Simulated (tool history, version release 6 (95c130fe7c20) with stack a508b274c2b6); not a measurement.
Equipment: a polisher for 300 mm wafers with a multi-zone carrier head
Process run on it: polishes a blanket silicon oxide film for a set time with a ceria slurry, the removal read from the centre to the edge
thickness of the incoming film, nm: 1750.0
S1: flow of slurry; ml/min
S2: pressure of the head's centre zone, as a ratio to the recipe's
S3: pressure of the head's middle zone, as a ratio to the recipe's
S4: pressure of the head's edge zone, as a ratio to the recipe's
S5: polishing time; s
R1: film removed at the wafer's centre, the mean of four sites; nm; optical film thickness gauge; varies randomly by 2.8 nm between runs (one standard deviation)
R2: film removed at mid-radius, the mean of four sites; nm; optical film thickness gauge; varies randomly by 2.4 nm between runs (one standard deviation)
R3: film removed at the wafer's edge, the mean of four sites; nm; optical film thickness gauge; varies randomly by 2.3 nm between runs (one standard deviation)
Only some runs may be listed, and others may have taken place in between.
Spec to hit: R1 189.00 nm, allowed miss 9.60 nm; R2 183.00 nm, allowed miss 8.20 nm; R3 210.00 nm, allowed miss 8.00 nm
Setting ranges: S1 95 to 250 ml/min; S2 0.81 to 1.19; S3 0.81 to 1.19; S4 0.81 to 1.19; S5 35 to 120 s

run    day   S1    S2    S3    S4  S5      R1      R2      R3
  1  0.000  160  1.00  1.00  1.00  77  326.38  326.54  337.03
  2  0.221  155  0.99  0.98  0.99  73  308.29  309.18  316.81
  3  0.417  175  0.99  0.98  0.99  73  315.47  317.43  316.91
  4  0.504  175  0.99  0.98  1.07  73  312.99  320.34  326.19
  5  0.825  145  0.99  0.98  1.07  73  304.48  300.69  328.50
  6  1.012  145  0.99  0.98  1.07  54  225.62  224.04  237.29
  7  1.321  140  0.98  0.97  1.07  53  218.08  214.06  233.20
  8  1.629  140  0.97  0.96  1.06  52  213.12  211.06  226.44
  9  1.921  135  0.96  0.95  1.06  52  208.84  209.20  228.47

Consider the 5 candidate settings below. Which is the only one whose results all fall within their allowed miss of target?
  A  2.212   95  1.11  0.83  1.12  58   ?   ?   ?
  B  2.212  195  0.87  0.95  1.14  46   ?   ?   ?
  C  2.212  145  0.93  0.98  1.02  58   ?   ?   ?
  D  2.212  110  0.97  0.91  1.05  51   ?   ?   ?
  E  2.212   95  0.89  0.89  1.18  52   ?   ?   ?

move      R1      R2      R3
   A  237.80  191.16  237.87
   B  179.09  200.63  213.88
   C  227.36  245.82  246.68
   D  192.72  189.80  209.48
   E  170.73  181.47  218.27
A: meets the target for the result that was furthest off, but another lies outside its allowed miss
B: gains on the last run, yet a result remains outside its allowed miss
C: its largest miss is bigger than the last run's
D: hits every target within its allowed miss
E: meets the target for the result that was furthest off, but another lies outside its allowed miss
The right move is D.

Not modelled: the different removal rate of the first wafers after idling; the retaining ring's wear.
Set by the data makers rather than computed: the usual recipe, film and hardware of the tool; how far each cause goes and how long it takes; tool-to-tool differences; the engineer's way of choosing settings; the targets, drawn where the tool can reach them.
